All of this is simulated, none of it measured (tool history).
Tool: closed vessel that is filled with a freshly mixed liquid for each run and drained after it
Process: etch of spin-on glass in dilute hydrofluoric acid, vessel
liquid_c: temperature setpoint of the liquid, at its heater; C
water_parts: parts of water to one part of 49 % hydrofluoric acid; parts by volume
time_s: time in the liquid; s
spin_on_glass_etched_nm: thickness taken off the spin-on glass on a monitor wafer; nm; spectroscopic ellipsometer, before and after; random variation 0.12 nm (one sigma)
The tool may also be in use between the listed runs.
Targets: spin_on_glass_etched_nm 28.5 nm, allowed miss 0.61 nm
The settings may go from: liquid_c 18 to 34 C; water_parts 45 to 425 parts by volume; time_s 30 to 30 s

Run 1, day 0: liquid_c 26 C, water_parts 235 parts by volume, time_s 30 s. Result: spin_on_glass_etched_nm 7.7267 nm.
Run 2, day 0.242: liquid_c 28 C, water_parts 190 parts by volume, time_s 30 s. Result: spin_on_glass_etched_nm 10.704 nm.
Run 3, day 0.583: liquid_c 29.5 C, water_parts 155 parts by volume, time_s 30 s. Result: spin_on_glass_etched_nm 14.418 nm.
Run 4, day 0.754: liquid_c 29.5 C, water_parts 155 parts by volume, time_s 30 s. Result: spin_on_glass_etched_nm 14.536 nm.
Run 5, day 0.925: liquid_c 29.5 C, water_parts 195 parts by volume, time_s 30 s. Result: spin_on_glass_etched_nm 10.971 nm.
Run 6, day 1.054: liquid_c 29.5 C, water_parts 195 parts by volume, time_s 30 s. Result: spin_on_glass_etched_nm 10.981 nm.
Run 7, day 1.262: liquid_c 30.5 C, water_parts 165 parts by volume, time_s 30 s. Result: spin_on_glass_etched_nm 13.963 nm.
Run 8, day 1.567: liquid_c 34 C, water_parts 70 parts by volume, time_s 30 s. Result: spin_on_glass_etched_nm 42.235 nm.
Run 9, day 1.829: liquid_c 33 C, water_parts 70 parts by volume, time_s 30 s. Result: spin_on_glass_etched_nm 41.144 nm.
Run 10, day 1.946: liquid_c 31.5 C, water_parts 70 parts by volume, time_s 30 s. Result: spin_on_glass_etched_nm 38.57 nm.
Run 11, day 2.179: liquid_c 30 C, water_parts 70 parts by volume, time_s 30 s. Result: spin_on_glass_etched_nm 36.476 nm.
Run 12, day 2.321: liquid_c 28.5 C, water_parts 70 parts by volume, time_s 30 s. Result: spin_on_glass_etched_nm 34.657 nm.
Run 13, day 2.675: liquid_c 27 C, water_parts 70 parts by volume, time_s 30 s. Result: spin_on_glass_etched_nm 32.671 nm.
At day 3.008: hydrofluoric acid flow meter replaced.
Run 14, day 3.008: liquid_c 23 C, water_parts 70 parts by volume, time_s 30 s. Result: spin_on_glass_etched_nm 25.014 nm.
Run 15, day 3.129: liquid_c 23.5 C, water_parts 70 parts by volume, time_s 30 s. Result: spin_on_glass_etched_nm 25.742 nm.

Which of these 5 next moves meets every target?
Run A, day 3.25: liquid_c 21.5 C, water_parts 70 parts by volume, time_s 30 s. Result: spin_on_glass_etched_nm ?.
Run B, day 3.25: liquid_c 22 C, water_parts 60 parts by volume, time_s 30 s. Result: spin_on_glass_etched_nm ?.
Run C, day 3.25: liquid_c 26.5 C, water_parts 90 parts by volume, time_s 30 s. Result: spin_on_glass_etched_nm ?.
Run D, day 3.25: liquid_c 24 C, water_parts 70 parts by volume, time_s 30 s. Result: spin_on_glass_etched_nm ?.
Run E, day 3.25: liquid_c 26 C, water_parts 65 parts by volume, time_s 30 s. Result: spin_on_glass_etched_nm ?.

move  spin_on_glass_etched_nm
   A                   23.606
   B                   28.464
   C                   21.886
   D                    26.15
   E                   30.725
A: further off than the last run
B: meets every target
C: further off than the last run
D: nearer than the last run, and not there yet
E: takes the result that was furthest off past its target
Answer: B
